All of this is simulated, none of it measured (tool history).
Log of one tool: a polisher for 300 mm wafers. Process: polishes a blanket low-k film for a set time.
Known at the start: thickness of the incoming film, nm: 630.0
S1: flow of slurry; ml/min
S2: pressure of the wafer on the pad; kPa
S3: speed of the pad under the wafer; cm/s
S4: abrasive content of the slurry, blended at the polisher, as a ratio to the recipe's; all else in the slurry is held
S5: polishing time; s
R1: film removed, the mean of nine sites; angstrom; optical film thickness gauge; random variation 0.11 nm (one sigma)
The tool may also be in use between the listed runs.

Run 1, day 0: S1 200 ml/min, S2 9.7 kPa, S3 82 cm/s, S4 1, S5 28 s. Result: R1 82.97 angstrom.
Run 2, day 0.179: S1 205 ml/min, S2 10.3 kPa, S3 82 cm/s, S4 1, S5 28 s. Result: R1 89.286 angstrom.
Run 3, day 0.533: S1 205 ml/min, S2 10.3 kPa, S3 82 cm/s, S4 1, S5 28 s. Result: R1 89.557 angstrom.
Run 4, day 0.596: S1 205 ml/min, S2 10.3 kPa, S3 64 cm/s, S4 1, S5 28 s. Result: R1 73.526 angstrom.
Run 5, day 0.921: S1 210 ml/min, S2 11.7 kPa, S3 64 cm/s, S4 1, S5 28 s. Result: R1 83.812 angstrom.
Run 6, day 0.971: S1 210 ml/min, S2 11.7 kPa, S3 72 cm/s, S4 1, S5 28 s. Result: R1 91.25 angstrom.
Run 7, day 1.117: S1 210 ml/min, S2 12.4 kPa, S3 72 cm/s, S4 1, S5 28 s. Result: R1 96.35 angstrom.

Run 8 comes next. What will it give?
Run 8, day 1.25: S1 215 ml/min, S2 13.1 kPa, S3 72 cm/s, S4 1, S5 28 s. Result: R1 ?.

Run 8 gave R1 103.36 angstrom.

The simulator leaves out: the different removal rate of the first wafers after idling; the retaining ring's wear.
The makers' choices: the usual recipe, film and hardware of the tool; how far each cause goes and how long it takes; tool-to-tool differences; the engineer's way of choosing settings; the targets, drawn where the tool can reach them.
